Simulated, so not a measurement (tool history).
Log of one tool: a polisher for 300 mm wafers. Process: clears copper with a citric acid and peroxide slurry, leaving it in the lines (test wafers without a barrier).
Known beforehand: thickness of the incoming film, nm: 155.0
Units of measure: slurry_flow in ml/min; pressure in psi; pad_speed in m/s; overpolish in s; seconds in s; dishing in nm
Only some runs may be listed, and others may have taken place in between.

run,hour,slurry_flow,pressure,pad_speed,slurry_solids,overpolish,seconds,dishing
1,0,260,3,0.84,1,17,95.454,16.249
2,6.1,260,3.5,0.84,1,17,86.382,17.739
3,9.6,260,3.5,0.84,0.8,17,92.531,16.85
4,11.8,260,3.5,0.96,0.8,17,82.794,18.868
5,18.5,260,3.5,0.96,0.9,17,80.63,19.249
6,22.6,260,3.5,0.96,1.05,17,75.985,20.096
7,30,260,3.4,0.96,1.05,15,78.579,17.862
8,37.2,260,3.4,0.96,1.05,13,79.541,15.737
# hour 41.5: slurry nozzle cleaned
9,41.5,260,3.4,0.96,1.05,12,74.753,15.68
10,45,260,3.3,0.96,1.05,11,74.501,13.653
11,47.4,260,3.2,0.96,1.05,11,77.753,13.569

What will run 12 give?
12,49.9,260,3.1,0.96,1.05,11,?,?

seconds: 80.5 s
dishing: 13.594 nm

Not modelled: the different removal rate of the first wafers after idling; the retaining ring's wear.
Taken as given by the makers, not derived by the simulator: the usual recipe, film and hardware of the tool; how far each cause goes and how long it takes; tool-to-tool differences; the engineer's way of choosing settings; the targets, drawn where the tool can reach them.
